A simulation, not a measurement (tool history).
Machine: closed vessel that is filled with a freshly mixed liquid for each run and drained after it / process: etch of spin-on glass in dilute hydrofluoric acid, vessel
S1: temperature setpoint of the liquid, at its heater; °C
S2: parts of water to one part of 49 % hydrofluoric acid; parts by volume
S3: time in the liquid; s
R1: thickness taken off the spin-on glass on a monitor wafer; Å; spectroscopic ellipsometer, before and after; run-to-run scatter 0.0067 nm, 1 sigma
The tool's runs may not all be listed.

| run | hour | S1 | S2 | S3 | R1 |
|---|---|---|---|---|---|
| 1 | 0 | 22 | 235 | 30 | 34.522 |
| 2 | 3.3 | 19 | 235 | 30 | 31.051 |
| 3 | 5.2 | 18.5 | 250 | 30 | 28.104 |
| 4 | 12 | 20 | 250 | 30 | 29.751 |
| 5 | 13.1 | 20 | 250 | 30 | 29.824 |
| 6 | 21.5 | 19.5 | 260 | 30 | 27.763 |

Expected results for the next run?
| 7 | 30.4 | 19 | 270 | 30 | ? |

R1: 26.151 Å
